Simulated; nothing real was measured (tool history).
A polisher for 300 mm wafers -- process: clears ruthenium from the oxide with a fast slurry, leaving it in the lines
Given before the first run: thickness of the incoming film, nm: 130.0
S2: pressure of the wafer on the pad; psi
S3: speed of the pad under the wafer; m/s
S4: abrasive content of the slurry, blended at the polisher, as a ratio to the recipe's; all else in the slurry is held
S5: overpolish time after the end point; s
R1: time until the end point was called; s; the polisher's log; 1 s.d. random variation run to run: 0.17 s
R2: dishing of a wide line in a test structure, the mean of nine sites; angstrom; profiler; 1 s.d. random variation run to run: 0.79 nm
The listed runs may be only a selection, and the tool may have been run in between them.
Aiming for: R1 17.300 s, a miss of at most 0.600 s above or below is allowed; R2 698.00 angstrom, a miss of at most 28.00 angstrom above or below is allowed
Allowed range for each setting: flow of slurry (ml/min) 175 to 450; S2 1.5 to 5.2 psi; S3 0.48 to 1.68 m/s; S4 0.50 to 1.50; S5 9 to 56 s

run 1 hour=0.0 | flow_of_slurry_(ml/min)=290 S2=3.3 S3=1.08 S4=1.00 S5=29 | R1=19.998 R2=745.00
run 2 hour=2.0 | flow_of_slurry_(ml/min)=290 S2=3.4 S3=1.08 S4=1.00 S5=28 | R1=19.610 R2=750.42
run 3 hour=8.2 | flow_of_slurry_(ml/min)=290 S2=3.5 S3=1.08 S4=1.00 S5=26 | R1=19.089 R2=739.78
run 4 hour=13.9 | flow_of_slurry_(ml/min)=290 S2=3.5 S3=1.08 S4=0.90 S5=26 | R1=19.594 R2=699.95
run 5 hour=18.7 | flow_of_slurry_(ml/min)=290 S2=3.6 S3=1.08 S4=0.90 S5=26 | R1=19.079 R2=736.78
run 6 hour=23.1 | flow_of_slurry_(ml/min)=290 S2=3.6 S3=1.08 S4=0.90 S5=35 | R1=18.987 R2=793.32
run 7 hour=31.9 | flow_of_slurry_(ml/min)=290 S2=3.7 S3=1.08 S4=0.90 S5=33 | R1=19.045 R2=775.37
run 8 hour=34.9 | flow_of_slurry_(ml/min)=290 S2=3.8 S3=1.08 S4=0.90 S5=31 | R1=18.098 R2=762.58
run 9 hour=42.7 | flow_of_slurry_(ml/min)=290 S2=3.8 S3=1.08 S4=0.90 S5=30 | R1=17.915 R2=758.98
run 10 hour=47.2 | flow_of_slurry_(ml/min)=290 S2=3.9 S3=1.08 S4=0.90 S5=19 | R1=17.829 R2=663.23

4 next moves are on the table. One of them brings every result within its allowed miss. Which?
run A hour=51.7 | flow_of_slurry_(ml/min)=290 S2=3.8 S3=1.10 S4=1.00 S5=21 | R1=? R2=?
run B hour=51.7 | flow_of_slurry_(ml/min)=295 S2=3.3 S3=1.10 S4=1.15 S5=26 | R1=? R2=?
run C hour=51.7 | flow_of_slurry_(ml/min)=235 S2=4.1 S3=1.06 S4=0.80 S5=19 | R1=? R2=?
run D hour=51.7 | flow_of_slurry_(ml/min)=245 S2=4.1 S3=1.04 S4=0.95 S5=17 | R1=? R2=?

move=A R1=17.110 R2=690.72
move=B R1=18.620 R2=720.79
move=C R1=18.218 R2=648.19
move=D R1=17.300 R2=631.61
A: meets every target
B: brings the last run's worst result on target, with another outside its allowed miss
C: lands further from the targets than the last run did
D: lands further from the targets than the last run did
Move A is the one to make.

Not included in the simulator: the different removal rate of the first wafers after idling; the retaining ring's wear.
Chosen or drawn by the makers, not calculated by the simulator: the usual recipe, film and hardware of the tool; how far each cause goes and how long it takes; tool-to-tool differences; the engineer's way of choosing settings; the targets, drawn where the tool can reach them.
